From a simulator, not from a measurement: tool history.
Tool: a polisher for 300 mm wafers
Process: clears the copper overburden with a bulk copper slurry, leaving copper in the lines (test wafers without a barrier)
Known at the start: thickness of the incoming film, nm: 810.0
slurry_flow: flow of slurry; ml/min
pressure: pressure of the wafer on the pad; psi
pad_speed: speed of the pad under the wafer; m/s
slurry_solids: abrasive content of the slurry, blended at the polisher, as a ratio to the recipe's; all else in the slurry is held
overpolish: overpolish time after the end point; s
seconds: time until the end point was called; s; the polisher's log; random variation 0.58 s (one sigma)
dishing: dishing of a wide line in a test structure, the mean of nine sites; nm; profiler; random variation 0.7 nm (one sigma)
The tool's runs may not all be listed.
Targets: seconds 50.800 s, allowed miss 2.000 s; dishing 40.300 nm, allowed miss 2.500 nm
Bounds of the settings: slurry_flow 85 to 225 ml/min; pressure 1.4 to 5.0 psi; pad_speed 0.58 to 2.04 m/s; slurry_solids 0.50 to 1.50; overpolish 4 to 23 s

Run 1, day 0.000: slurry_flow 145 ml/min, pressure 3.2 psi, pad_speed 1.30 m/s, slurry_solids 1.00, overpolish 12 s. Result: seconds 63.951 s, dishing 73.460 nm.
Run 2, day 0.154: slurry_flow 150 ml/min, pressure 2.9 psi, pad_speed 1.44 m/s, slurry_solids 1.00, overpolish 11 s. Result: seconds 61.660 s, dishing 69.672 nm.
Run 3, day 0.396: slurry_flow 150 ml/min, pressure 2.5 psi, pad_speed 1.44 m/s, slurry_solids 1.00, overpolish 11 s. Result: seconds 67.920 s, dishing 65.797 nm.
Run 4, day 0.458: slurry_flow 165 ml/min, pressure 2.3 psi, pad_speed 1.54 m/s, slurry_solids 0.95, overpolish 10 s. Result: seconds 66.933 s, dishing 61.215 nm.
Run 5, day 0.775: slurry_flow 175 ml/min, pressure 2.2 psi, pad_speed 1.62 m/s, slurry_solids 0.85, overpolish 9 s. Result: seconds 65.860 s, dishing 56.748 nm.
Run 6, day 1.125: slurry_flow 185 ml/min, pressure 2.2 psi, pad_speed 1.70 m/s, slurry_solids 0.80, overpolish 8 s. Result: seconds 63.754 s, dishing 54.254 nm.
Run 7, day 1.325: slurry_flow 225 ml/min, pressure 2.2 psi, pad_speed 2.04 m/s, slurry_solids 0.55, overpolish 4 s. Result: seconds 56.675 s, dishing 35.035 nm.
Run 8, day 1.542: slurry_flow 225 ml/min, pressure 2.2 psi, pad_speed 2.04 m/s, slurry_solids 0.55, overpolish 4 s. Result: seconds 56.908 s, dishing 35.924 nm.
Run 9, day 1.792: slurry_flow 225 ml/min, pressure 2.6 psi, pad_speed 2.04 m/s, slurry_solids 0.55, overpolish 5 s. Result: seconds 51.170 s, dishing 45.009 nm.
Run 10, day 2.142: slurry_flow 225 ml/min, pressure 2.6 psi, pad_speed 2.04 m/s, slurry_solids 0.60, overpolish 5 s. Result: seconds 49.350 s, dishing 46.619 nm.

Which of these 4 next moves meets every target?
Run A, day 2.492: slurry_flow 225 ml/min, pressure 2.8 psi, pad_speed 2.04 m/s, slurry_solids 0.65, overpolish 5 s. Result: seconds ?, dishing ?.
Run B, day 2.492: slurry_flow 215 ml/min, pressure 2.8 psi, pad_speed 1.92 m/s, slurry_solids 0.50, overpolish 6 s. Result: seconds ?, dishing ?.
Run C, day 2.492: slurry_flow 205 ml/min, pressure 2.9 psi, pad_speed 1.90 m/s, slurry_solids 0.65, overpolish 4 s. Result: seconds ?, dishing ?.
Run D, day 2.492: slurry_flow 205 ml/min, pressure 2.7 psi, pad_speed 1.90 m/s, slurry_solids 0.70, overpolish 7 s. Result: seconds ?, dishing ?.

move  seconds  dishing
   A   46.766   50.814
   B   53.715   52.397
   C   49.585   41.323
   D   50.934   59.975
A: further off than the last run
B: further off than the last run
C: meets every target
D: further off than the last run
Move C is the one to make.
